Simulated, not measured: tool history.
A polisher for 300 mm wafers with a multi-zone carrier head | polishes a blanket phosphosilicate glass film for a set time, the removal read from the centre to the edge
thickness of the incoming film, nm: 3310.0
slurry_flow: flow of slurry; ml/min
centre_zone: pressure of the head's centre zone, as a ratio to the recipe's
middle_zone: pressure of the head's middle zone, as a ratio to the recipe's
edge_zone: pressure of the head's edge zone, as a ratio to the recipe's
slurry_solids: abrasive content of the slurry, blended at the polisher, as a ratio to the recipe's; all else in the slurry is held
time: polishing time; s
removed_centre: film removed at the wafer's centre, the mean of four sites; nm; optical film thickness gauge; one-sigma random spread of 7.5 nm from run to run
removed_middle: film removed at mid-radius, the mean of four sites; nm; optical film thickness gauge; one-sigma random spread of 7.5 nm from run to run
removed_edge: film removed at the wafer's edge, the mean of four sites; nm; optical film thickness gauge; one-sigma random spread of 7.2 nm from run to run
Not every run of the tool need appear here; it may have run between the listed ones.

run,hour,slurry_flow,centre_zone,middle_zone,edge_zone,slurry_solids,time,removed_centre,removed_middle,removed_edge
1,0.0,280,1.00,1.00,1.00,1.00,52,378.68,372.54,389.50
2,7.1,280,1.04,1.00,1.00,1.00,52,381.87,367.54,382.44
3,15.1,280,1.04,1.06,1.00,1.00,52,388.03,393.82,394.84
4,18.2,280,1.04,1.06,0.96,1.00,52,390.07,390.10,368.22
5,25.9,285,1.05,1.09,0.99,1.10,53,412.50,422.16,400.39
6,34.8,285,1.05,1.09,1.03,1.10,53,408.39,419.26,407.72
7,38.2,290,1.06,1.16,1.12,1.35,59,504.22,516.27,503.44
8,41.0,290,1.06,1.16,1.12,1.35,59,496.28,523.75,505.80
9,44.8,290,1.06,1.16,1.13,1.40,60,494.24,553.00,522.07

For run 10, what comes out?
10,53.3,300,1.13,1.12,1.17,1.50,61,?,?,?

Logged for run 10: removed_centre 563.21 nm, removed_middle 546.39 nm, removed_edge 557.02 nm.

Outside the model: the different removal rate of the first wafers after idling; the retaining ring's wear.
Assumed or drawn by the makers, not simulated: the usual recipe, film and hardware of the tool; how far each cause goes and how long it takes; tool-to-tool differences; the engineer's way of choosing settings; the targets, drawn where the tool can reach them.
